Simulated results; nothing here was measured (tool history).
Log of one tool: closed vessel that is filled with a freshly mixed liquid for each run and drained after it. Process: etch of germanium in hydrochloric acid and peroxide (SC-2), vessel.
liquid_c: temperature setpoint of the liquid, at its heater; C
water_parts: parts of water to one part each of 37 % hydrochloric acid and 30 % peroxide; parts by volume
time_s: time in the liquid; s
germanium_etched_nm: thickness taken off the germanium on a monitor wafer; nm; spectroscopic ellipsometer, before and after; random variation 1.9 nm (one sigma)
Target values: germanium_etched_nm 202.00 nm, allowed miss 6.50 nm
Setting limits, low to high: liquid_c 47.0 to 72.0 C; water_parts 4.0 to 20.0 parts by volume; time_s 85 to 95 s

Run 1, hour 0.0: liquid_c 63.0 C, water_parts 11.0 parts by volume, time_s 85 s. Result: germanium_etched_nm 235.49 nm.
Run 2, hour 8.7: liquid_c 63.0 C, water_parts 7.5 parts by volume, time_s 85 s. Result: germanium_etched_nm 244.49 nm.
Run 3, hour 10.8: liquid_c 63.0 C, water_parts 7.5 parts by volume, time_s 95 s. Result: germanium_etched_nm 269.95 nm.
Run 4, hour 12.0: liquid_c 60.0 C, water_parts 7.5 parts by volume, time_s 95 s. Result: germanium_etched_nm 244.61 nm.
Run 5, hour 20.7: liquid_c 60.0 C, water_parts 7.5 parts by volume, time_s 85 s. Result: germanium_etched_nm 220.42 nm.
Run 6, hour 25.3: liquid_c 60.0 C, water_parts 6.0 parts by volume, time_s 85 s. Result: germanium_etched_nm 226.21 nm.
Run 7, hour 26.6: liquid_c 59.0 C, water_parts 6.0 parts by volume, time_s 85 s. Result: germanium_etched_nm 220.47 nm.
Run 8, hour 30.9: liquid_c 58.0 C, water_parts 6.0 parts by volume, time_s 85 s. Result: germanium_etched_nm 211.33 nm.
Run 9, hour 31.6: liquid_c 58.0 C, water_parts 6.0 parts by volume, time_s 85 s. Result: germanium_etched_nm 214.83 nm.
Run 10, hour 39.2: liquid_c 57.5 C, water_parts 6.0 parts by volume, time_s 85 s. Result: germanium_etched_nm 209.41 nm.

Below are 4 possible settings for the next run. Only one of them brings all results inside the allowed miss of their targets. Which is it?
Run A, hour 46.8: liquid_c 56.0 C, water_parts 4.0 parts by volume, time_s 85 s. Result: germanium_etched_nm ?.
Run B, hour 46.8: liquid_c 57.0 C, water_parts 7.5 parts by volume, time_s 95 s. Result: germanium_etched_nm ?.
Run C, hour 46.8: liquid_c 59.0 C, water_parts 6.5 parts by volume, time_s 85 s. Result: germanium_etched_nm ?.
Run D, hour 46.8: liquid_c 57.0 C, water_parts 7.0 parts by volume, time_s 90 s. Result: germanium_etched_nm ?.

move  germanium_etched_nm
   A               202.79
   B               228.18
   C               218.83
   D               217.14
A: each result inside its tolerance
B: misses by more than the last run did
C: misses by more than the last run did
D: misses by more than the last run did
Correct choice: A, which meets every target
